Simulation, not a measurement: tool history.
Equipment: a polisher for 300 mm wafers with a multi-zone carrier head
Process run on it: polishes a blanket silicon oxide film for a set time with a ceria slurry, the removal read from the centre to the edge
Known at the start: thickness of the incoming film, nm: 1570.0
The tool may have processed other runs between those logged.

run,hour,flow of slurry (ml/min),pressure of the head's centre zone,pressure of the head's middle zone,pressure of the head's edge zone,polishing time (s),film removed at the wafer's centre (angstrom),film removed at mid-radius (angstrom),film removed at the wafer's edge (angstrom)
1,0.0,290,1.00,1.00,1.00,39,2257.3,2259.4,2285.7
2,4.9,250,1.00,1.00,1.00,39,2184.9,2207.8,2210.2
3,6.3,290,1.00,1.00,1.00,39,2328.0,2287.3,2244.3
4,7.9,290,0.92,1.00,1.00,39,2165.0,2281.6,2265.4
5,11.7,220,0.92,1.00,1.00,39,2077.5,2200.7,2198.3
6,14.0,220,0.99,1.00,1.00,39,2163.6,2250.9,2178.1
7,14.8,270,1.05,0.98,0.98,40,2424.3,2285.0,2301.1
8,21.9,300,1.09,0.97,0.97,40,2617.1,2301.7,2305.8
9,25.6,325,1.11,0.97,0.98,40,2661.8,2274.2,2312.8
10,27.6,335,1.13,0.97,0.99,41,2765.7,2371.3,2375.9

Estimate the outcome of run 11 from the log above:
11,32.0,340,1.14,0.96,0.99,41,?,?,?

For run 11 the tool returned film removed at the wafer's centre (angstrom) 2812.3, film removed at mid-radius (angstrom) 2325.0, film removed at the wafer's edge (angstrom) 2361.1.
